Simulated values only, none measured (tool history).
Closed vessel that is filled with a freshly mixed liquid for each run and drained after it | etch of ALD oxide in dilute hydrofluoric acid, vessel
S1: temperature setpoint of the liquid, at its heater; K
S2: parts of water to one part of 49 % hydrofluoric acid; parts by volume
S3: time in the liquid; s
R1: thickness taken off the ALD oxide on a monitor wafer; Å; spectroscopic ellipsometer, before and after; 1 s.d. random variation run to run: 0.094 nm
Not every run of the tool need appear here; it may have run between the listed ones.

{"run": 1, "day": 0.0, "S1": 299.15, "S2": 170, "S3": 95, "R1": 113.85}
{"run": 2, "day": 0.038, "S1": 299.15, "S2": 170, "S3": 95, "R1": 114.52}
{"run": 3, "day": 0.325, "S1": 299.15, "S2": 140, "S3": 95, "R1": 144.3}
{"run": 4, "day": 0.504, "S1": 300.65, "S2": 140, "S3": 95, "R1": 152.37}
{"run": 5, "day": 0.629, "S1": 300.65, "S2": 160, "S3": 95, "R1": 130.71}
{"run": 6, "day": 0.838, "S1": 302.15, "S2": 155, "S3": 95, "R1": 143.21}
{"run": 7, "day": 0.975, "S1": 303.15, "S2": 150, "S3": 95, "R1": 154.27}
{"run": 8, "day": 1.121, "S1": 304.15, "S2": 145, "S3": 95, "R1": 166.75}
{"run": 9, "day": 1.492, "S1": 304.65, "S2": 140, "S3": 95, "R1": 175.98}

Forecast run 10:
{"run": 10, "day": 1.712, "S1": 305.15, "S2": 140, "S3": 95, "R1": "?"}

R1: 179.77 Å

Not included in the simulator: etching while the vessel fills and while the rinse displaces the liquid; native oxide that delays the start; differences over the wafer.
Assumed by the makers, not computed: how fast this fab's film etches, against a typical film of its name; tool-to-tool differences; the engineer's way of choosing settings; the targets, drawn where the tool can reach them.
